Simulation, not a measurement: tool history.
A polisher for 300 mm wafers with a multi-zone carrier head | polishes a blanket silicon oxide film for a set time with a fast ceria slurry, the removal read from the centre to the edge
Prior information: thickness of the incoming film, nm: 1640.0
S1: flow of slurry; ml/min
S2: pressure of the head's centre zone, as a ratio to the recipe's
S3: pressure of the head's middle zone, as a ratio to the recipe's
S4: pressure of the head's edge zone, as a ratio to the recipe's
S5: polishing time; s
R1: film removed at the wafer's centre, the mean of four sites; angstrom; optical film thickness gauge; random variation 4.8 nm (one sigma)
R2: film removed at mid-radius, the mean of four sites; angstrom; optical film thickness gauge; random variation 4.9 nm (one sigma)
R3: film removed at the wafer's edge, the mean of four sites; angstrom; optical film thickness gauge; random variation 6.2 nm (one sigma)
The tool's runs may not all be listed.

| run | hour | S1 | S2 | S3 | S4 | S5 | R1 | R2 | R3 |
|---|---|---|---|---|---|---|---|---|---|
| 1 | 0.0 | 135 | 1.00 | 1.00 | 1.00 | 34 | 5474.0 | 5747.5 | 5771.5 |
| 2 | 8.4 | 140 | 1.01 | 0.99 | 1.03 | 34 | 5647.0 | 5676.9 | 5970.2 |
| 3 | 10.7 | 140 | 1.01 | 0.99 | 1.09 | 34 | 5644.5 | 5686.9 | 6012.9 |
| 4 | 12.2 | 130 | 1.01 | 0.99 | 1.09 | 34 | 5565.9 | 5576.6 | 5941.0 |
| 5 | 17.8 | 140 | 1.01 | 0.99 | 1.10 | 34 | 5681.0 | 5740.7 | 6011.0 |
| 6 | 25.0 | 140 | 1.06 | 0.99 | 1.10 | 34 | 5866.5 | 5650.9 | 6094.8 |

The next listed run, before its measurement:
| 7 | 33.2 | 175 | 1.10 | 1.00 | 1.19 | 37 | ? | ? | ? |

Logged for run 7: R1 7018.0 angstrom, R2 6434.8 angstrom, R3 7102.6 angstrom.
